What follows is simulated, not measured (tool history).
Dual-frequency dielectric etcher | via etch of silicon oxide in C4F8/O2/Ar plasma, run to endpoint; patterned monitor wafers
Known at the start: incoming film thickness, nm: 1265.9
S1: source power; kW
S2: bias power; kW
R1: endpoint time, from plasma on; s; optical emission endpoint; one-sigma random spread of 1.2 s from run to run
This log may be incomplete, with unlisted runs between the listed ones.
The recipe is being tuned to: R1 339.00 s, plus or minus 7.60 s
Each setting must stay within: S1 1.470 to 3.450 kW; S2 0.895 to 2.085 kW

Run 1, day 0.000: S1 2.460 kW, S2 1.490 kW. Result: R1 261.49 s.
Run 2, day 0.254: S1 2.460 kW, S2 1.737 kW. Result: R1 250.55 s.
Run 3, day 0.288: S1 2.670 kW, S2 1.737 kW. Result: R1 237.31 s.
Run 4, day 0.396: S1 2.320 kW, S2 1.737 kW. Result: R1 259.86 s.
Run 5, day 0.646: S1 2.690 kW, S2 1.737 kW. Result: R1 236.57 s.
Run 6, day 0.892: S1 2.690 kW, S2 1.957 kW. Result: R1 227.30 s.
Run 7, day 0.983: S1 2.450 kW, S2 1.839 kW. Result: R1 243.65 s.
Run 8, day 1.208: S1 2.250 kW, S2 1.729 kW. Result: R1 265.92 s.
Run 9, day 1.342: S1 2.100 kW, S2 1.692 kW. Result: R1 281.10 s.
Run 10, day 1.692: S1 1.980 kW, S2 1.678 kW. Result: R1 293.39 s.
Run 11, day 1.808: S1 1.890 kW, S2 1.670 kW. Result: R1 306.82 s.
Run 12, day 2.079: S1 1.830 kW, S2 1.666 kW. Result: R1 314.07 s.
Run 13, day 2.442: S1 1.790 kW, S2 1.663 kW. Result: R1 319.04 s.
Run 14, day 2.562: S1 1.790 kW, S2 1.663 kW. Result: R1 318.64 s.
Run 15, day 2.846: S1 1.470 kW, S2 1.572 kW. Result: R1 391.13 s.
Run 16, day 3.096: S1 1.540 kW, S2 1.574 kW. Result: R1 373.46 s.
Run 17, day 3.362: S1 1.590 kW, S2 1.576 kW. Result: R1 362.38 s.
Run 18, day 3.529: S1 1.620 kW, S2 1.577 kW. Result: R1 353.46 s.
Run 19, day 3.596: S1 1.640 kW, S2 1.578 kW. Result: R1 353.45 s.
Run 20, day 3.871: S1 1.660 kW, S2 1.579 kW. Result: R1 347.08 s.

Of the 5 settings listed for the next run, only one would bring every result within its allowed miss of target. Which one?
Run A, day 4.146: S1 1.700 kW, S2 1.345 kW. Result: R1 ?.
Run B, day 4.146: S1 1.610 kW, S2 1.573 kW. Result: R1 ?.
Run C, day 4.146: S1 1.660 kW, S2 1.534 kW. Result: R1 ?.
Run D, day 4.146: S1 1.660 kW, S2 1.662 kW. Result: R1 ?.
Run E, day 4.146: S1 1.820 kW, S2 1.234 kW. Result: R1 ?.

move      R1
   A  360.29
   B  357.50
   C  350.80
   D  340.67
   E  350.59
A: further off than the last run
B: further off than the last run
C: further off than the last run
D: each result inside its tolerance
E: further off than the last run
D is the move that brings every result within its allowed miss.

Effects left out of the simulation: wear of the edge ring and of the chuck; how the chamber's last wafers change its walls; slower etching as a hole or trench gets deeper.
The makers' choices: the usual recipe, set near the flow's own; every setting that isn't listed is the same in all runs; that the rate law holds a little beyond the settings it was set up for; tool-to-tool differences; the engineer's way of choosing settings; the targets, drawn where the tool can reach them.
